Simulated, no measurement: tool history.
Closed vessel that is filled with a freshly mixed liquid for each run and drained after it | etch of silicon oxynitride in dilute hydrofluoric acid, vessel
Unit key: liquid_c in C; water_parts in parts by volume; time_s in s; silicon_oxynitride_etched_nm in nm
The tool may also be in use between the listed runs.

run,hour,liquid_c,water_parts,time_s,silicon_oxynitride_etched_nm
1,0.0,20,75,1020,25.189
2,7.9,20,55,1020,34.544
3,9.7,20,65,1020,29.017
4,13.0,20,80,1020,23.462
5,19.4,20,60,1020,31.785
6,27.5,20,60,1095,34.060
7,28.6,19,65,1095,29.511
8,32.4,19,65,1095,29.835

For run 9, what comes out?
9,35.5,19,65,1095,?

silicon_oxynitride_etched_nm: 29.629 nm

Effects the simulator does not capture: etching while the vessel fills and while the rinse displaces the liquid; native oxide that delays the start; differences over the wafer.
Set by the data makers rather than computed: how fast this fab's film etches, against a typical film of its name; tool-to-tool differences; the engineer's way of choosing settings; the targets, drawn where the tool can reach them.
